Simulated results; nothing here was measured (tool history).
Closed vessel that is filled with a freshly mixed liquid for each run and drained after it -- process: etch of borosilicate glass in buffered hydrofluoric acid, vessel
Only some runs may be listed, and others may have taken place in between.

run,hour,temperature setpoint of the liquid (°C),parts of 40 % ammonium fluoride to one part of 49 % hydrofluoric acid (parts by volume),time in the liquid (s),thickness taken off the borosilicate glass on a monitor wafer (angstrom)
1,0.0,24.0,13.0,90,972.56
2,2.6,22.5,13.0,90,902.80
3,3.4,22.5,13.0,90,884.45
4,5.0,24.5,13.0,90,991.48
5,11.1,26.0,13.0,90,1084.90
6,15.7,26.0,16.0,90,894.35
7,20.0,27.0,15.5,90,964.44
8,22.8,27.0,15.5,90,966.61

Expected results for the next run?
9,28.7,28.0,15.0,90,?

Run 9 came out at thickness taken off the borosilicate glass on a monitor wafer (angstrom) 1043.40.
